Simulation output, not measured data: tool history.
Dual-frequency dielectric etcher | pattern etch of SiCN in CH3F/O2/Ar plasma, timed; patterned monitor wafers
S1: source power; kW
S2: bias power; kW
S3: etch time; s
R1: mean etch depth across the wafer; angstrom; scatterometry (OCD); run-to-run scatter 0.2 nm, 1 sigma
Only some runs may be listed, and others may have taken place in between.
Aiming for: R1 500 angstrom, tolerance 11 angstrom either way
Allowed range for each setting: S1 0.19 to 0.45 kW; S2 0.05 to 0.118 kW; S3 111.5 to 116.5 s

run	day	S1	S2	S3	R1
1	0	0.32	0.084	111.5	398.89
2	0.162	0.34	0.088	112	420.81
3	0.525	0.37	0.088	112	436.78
4	0.671	0.38	0.09	112	442.33
5	0.883	0.38	0.096	112	457.87
6	1.25	0.39	0.097	112	467.85
7	1.342	0.39	0.097	112	468.6
8	1.712	0.4	0.098	112	473.7
9	1.812	0.41	0.098	112	476.74
10	2.054	0.42	0.099	112	487.27

Which single option among these 5 for the next run brings every result within its allowed miss of target? Just one does.
A	2.296	0.41	0.112	113.5	?
B	2.296	0.41	0.103	113	?
C	2.296	0.41	0.095	112.5	?
D	2.296	0.41	0.096	111.5	?
E	2.296	0.4	0.097	112	?

move	R1
A	518.94
B	494.55
C	471.77
D	470.18
E	470.57
A: moves the result that the last run missed by most past its target, out the other side
B: meets every target
C: further off than the last run
D: further off than the last run
E: further off than the last run
So the answer is move B, the one that meets all the targets.
